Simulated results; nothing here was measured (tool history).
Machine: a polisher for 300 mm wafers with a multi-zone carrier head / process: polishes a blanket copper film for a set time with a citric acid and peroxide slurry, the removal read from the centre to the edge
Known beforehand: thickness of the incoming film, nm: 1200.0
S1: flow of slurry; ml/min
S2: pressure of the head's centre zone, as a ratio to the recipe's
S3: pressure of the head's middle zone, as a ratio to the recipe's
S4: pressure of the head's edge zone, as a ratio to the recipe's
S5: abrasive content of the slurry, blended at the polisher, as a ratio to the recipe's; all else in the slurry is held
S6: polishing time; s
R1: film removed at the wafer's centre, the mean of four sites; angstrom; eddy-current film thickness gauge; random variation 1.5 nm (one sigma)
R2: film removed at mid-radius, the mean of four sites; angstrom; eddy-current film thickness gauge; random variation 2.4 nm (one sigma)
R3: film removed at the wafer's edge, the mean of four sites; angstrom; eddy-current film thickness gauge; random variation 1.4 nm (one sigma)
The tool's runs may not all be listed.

{"run": 1, "hour": 0.0, "S1": 185, "S2": 1.0, "S3": 1.0, "S4": 1.0, "S5": 1.0, "S6": 78, "R1": 2044.6, "R2": 2079.2, "R3": 2070.6}
{"run": 2, "hour": 1.4, "S1": 175, "S2": 0.96, "S3": 1.05, "S4": 0.99, "S5": 1.0, "S6": 78, "R1": 1938.1, "R2": 2138.7, "R3": 2020.9}
{"run": 3, "hour": 2.3, "S1": 175, "S2": 1.03, "S3": 1.05, "S4": 0.99, "S5": 1.0, "S6": 78, "R1": 2045.1, "R2": 2094.9, "R3": 2039.3}
{"run": 4, "hour": 8.1, "S1": 175, "S2": 1.03, "S3": 1.05, "S4": 0.99, "S5": 1.0, "S6": 95, "R1": 2535.1, "R2": 2581.0, "R3": 2487.1}
{"run": 5, "hour": 13.7, "S1": 160, "S2": 0.96, "S3": 1.06, "S4": 0.97, "S5": 0.85, "S6": 94, "R1": 2227.0, "R2": 2488.1, "R3": 2332.0}
{"run": 6, "hour": 22.6, "S1": 160, "S2": 0.96, "S3": 1.06, "S4": 1.05, "S5": 0.85, "S6": 94, "R1": 2235.0, "R2": 2482.0, "R3": 2402.8}
{"run": 7, "hour": 28.4, "S1": 160, "S2": 0.96, "S3": 1.06, "S4": 1.05, "S5": 0.85, "S6": 94, "R1": 2209.5, "R2": 2473.8, "R3": 2396.9}
{"run": 8, "hour": 36.0, "S1": 150, "S2": 0.93, "S3": 1.08, "S4": 1.01, "S5": 0.75, "S6": 94, "R1": 2062.9, "R2": 2427.7, "R3": 2275.5}
{"run": 9, "hour": 42.3, "S1": 140, "S2": 0.91, "S3": 1.09, "S4": 0.97, "S5": 0.7, "S6": 94, "R1": 1940.4, "R2": 2328.8, "R3": 2205.7}
{"run": 10, "hour": 48.9, "S1": 140, "S2": 0.9, "S3": 1.12, "S4": 0.93, "S5": 0.65, "S6": 94, "R1": 1956.4, "R2": 2350.8, "R3": 2133.3}

Run 11, settings as shown, results not yet in. Your forecast:
{"run": 11, "hour": 56.0, "S1": 135, "S2": 0.88, "S3": 1.14, "S4": 0.92, "S5": 0.65, "S6": 94, "R1": "?", "R2": "?", "R3": "?"}

{"run 11": {"R1": 1862.3, "R2": 2400.5, "R3": 2116.6}}
